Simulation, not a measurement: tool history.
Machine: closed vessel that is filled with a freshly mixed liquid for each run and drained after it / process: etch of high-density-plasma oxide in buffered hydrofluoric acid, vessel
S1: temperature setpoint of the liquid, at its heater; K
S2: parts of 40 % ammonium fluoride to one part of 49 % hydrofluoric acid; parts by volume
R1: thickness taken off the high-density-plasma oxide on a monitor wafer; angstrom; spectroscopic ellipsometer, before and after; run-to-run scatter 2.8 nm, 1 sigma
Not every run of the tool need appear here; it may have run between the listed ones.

Run 1, hour 0.0: S1 296.15 K, S2 7.5 parts by volume, time in the liquid (s) 95. Result: R1 1758.0 angstrom.
Run 2, hour 1.7: S1 298.65 K, S2 7.0 parts by volume, time in the liquid (s) 95. Result: R1 2239.3 angstrom.
Run 3, hour 2.2: S1 300.65 K, S2 7.0 parts by volume, time in the liquid (s) 95. Result: R1 2456.2 angstrom.
Run 4, hour 5.5: S1 300.65 K, S2 7.0 parts by volume, time in the liquid (s) 95. Result: R1 2473.5 angstrom.
Run 5, hour 10.3: S1 301.65 K, S2 7.0 parts by volume, time in the liquid (s) 95. Result: R1 2648.2 angstrom.
Run 6, hour 14.2: S1 302.15 K, S2 7.0 parts by volume, time in the liquid (s) 95. Result: R1 2676.7 angstrom.

What does the tool deliver on the next run?
Run 7, hour 22.7: S1 302.65 K, S2 7.0 parts by volume, time in the liquid (s) 95. Result: R1 ?.

For run 7 the tool returned R1 2756.1 angstrom.

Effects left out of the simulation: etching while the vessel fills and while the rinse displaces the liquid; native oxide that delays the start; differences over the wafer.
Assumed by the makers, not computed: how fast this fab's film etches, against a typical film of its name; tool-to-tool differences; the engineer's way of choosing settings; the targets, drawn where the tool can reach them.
